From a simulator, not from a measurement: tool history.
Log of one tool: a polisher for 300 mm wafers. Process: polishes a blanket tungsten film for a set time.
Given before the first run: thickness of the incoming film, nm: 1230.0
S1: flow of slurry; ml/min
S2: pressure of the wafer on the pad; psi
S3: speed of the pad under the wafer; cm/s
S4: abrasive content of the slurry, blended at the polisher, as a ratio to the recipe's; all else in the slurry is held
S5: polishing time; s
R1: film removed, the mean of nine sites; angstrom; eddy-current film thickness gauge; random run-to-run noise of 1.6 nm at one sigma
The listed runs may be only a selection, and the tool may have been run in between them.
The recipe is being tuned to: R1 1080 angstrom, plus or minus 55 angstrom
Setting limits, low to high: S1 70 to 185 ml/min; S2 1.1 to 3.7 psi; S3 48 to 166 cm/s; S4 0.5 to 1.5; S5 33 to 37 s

| run | hour | S1 | S2 | S3 | S4 | S5 | R1 |
|---|---|---|---|---|---|---|---|
| 1 | 0 | 120 | 2.4 | 106 | 1 | 37 | 1340.5 |
| 2 | 3.4 | 120 | 2.4 | 106 | 1.15 | 37 | 1392.3 |
| 3 | 5.6 | 120 | 2.4 | 106 | 1.3 | 37 | 1467.5 |
| 4 | 9.2 | 120 | 2 | 106 | 1.3 | 37 | 1267.9 |
| 5 | 14.8 | 95 | 2 | 106 | 1.3 | 37 | 1223.7 |
| 6 | 17.5 | 95 | 2 | 106 | 1.5 | 37 | 1243.4 |
| 7 | 21.6 | 95 | 2 | 106 | 1.5 | 37 | 1245.2 |
| 8 | 26.8 | 90 | 1.6 | 104 | 1.5 | 37 | 1028.7 |

Which one of the following 5 next-run settings gets every result inside its allowed miss? There is exactly one.
| A | 32 | 95 | 1.7 | 100 | 1.5 | 34 | ? |
| B | 32 | 85 | 1.8 | 122 | 1.5 | 33 | ? |
| C | 32 | 75 | 2 | 80 | 1.45 | 37 | ? |
| D | 32 | 70 | 1.6 | 106 | 1.5 | 37 | ? |
| E | 32 | 70 | 1.9 | 96 | 1.35 | 36 | ? |

| move | R1 |
|---|---|
| A | 959.74 |
| B | 1107.7 |
| C | 909.96 |
| D | 943.26 |
| E | 936.42 |
A: misses by more than the last run did
B: each result inside its tolerance
C: misses by more than the last run did
D: misses by more than the last run did
E: misses by more than the last run did
Go with B: it meets all targets.
